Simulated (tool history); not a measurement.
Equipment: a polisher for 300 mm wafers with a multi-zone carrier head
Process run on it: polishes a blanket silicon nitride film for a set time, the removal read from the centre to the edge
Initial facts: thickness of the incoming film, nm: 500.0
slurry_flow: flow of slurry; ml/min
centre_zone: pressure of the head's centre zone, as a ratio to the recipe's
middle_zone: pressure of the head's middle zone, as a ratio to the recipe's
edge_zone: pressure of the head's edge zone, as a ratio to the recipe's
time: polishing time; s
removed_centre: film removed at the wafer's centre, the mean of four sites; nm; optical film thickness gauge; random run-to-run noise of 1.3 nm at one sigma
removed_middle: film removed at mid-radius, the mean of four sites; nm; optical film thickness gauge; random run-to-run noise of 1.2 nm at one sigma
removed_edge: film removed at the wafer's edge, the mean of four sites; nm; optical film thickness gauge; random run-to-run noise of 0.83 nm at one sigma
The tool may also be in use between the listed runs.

Run 1, hour 0: slurry_flow 135 ml/min, centre_zone 1, middle_zone 1, edge_zone 1, time 64 s. Result: removed_centre 111.8 nm, removed_middle 114.58 nm, removed_edge 109 nm.
Run 2, hour 2.8: slurry_flow 115 ml/min, centre_zone 1, middle_zone 1, edge_zone 1, time 64 s. Result: removed_centre 104.71 nm, removed_middle 110.58 nm, removed_edge 104.8 nm.
Run 3, hour 6: slurry_flow 110 ml/min, centre_zone 1.03, middle_zone 0.96, edge_zone 0.97, time 63 s. Result: removed_centre 107.82 nm, removed_middle 101.48 nm, removed_edge 103.39 nm.
Run 4, hour 14.9: slurry_flow 110 ml/min, centre_zone 1.03, middle_zone 0.96, edge_zone 1.01, time 63 s. Result: removed_centre 109.36 nm, removed_middle 102.48 nm, removed_edge 102.89 nm.
Run 5, hour 19.3: slurry_flow 110 ml/min, centre_zone 0.96, middle_zone 0.96, edge_zone 1.01, time 63 s. Result: removed_centre 102.49 nm, removed_middle 101.7 nm, removed_edge 104.12 nm.
Run 6, hour 25.6: slurry_flow 110 ml/min, centre_zone 0.96, middle_zone 0.96, edge_zone 1.01, time 75 s. Result: removed_centre 122.1 nm, removed_middle 120 nm, removed_edge 122.32 nm.

Forecast run 7:
Run 7, hour 30.1: slurry_flow 110 ml/min, centre_zone 1.01, middle_zone 0.95, edge_zone 0.99, time 69 s. Result: removed_centre ?, removed_middle ?, removed_edge ?.

{"run 7": {"removed_centre": 114.57, "removed_middle": 113.12, "removed_edge": 111.84}}
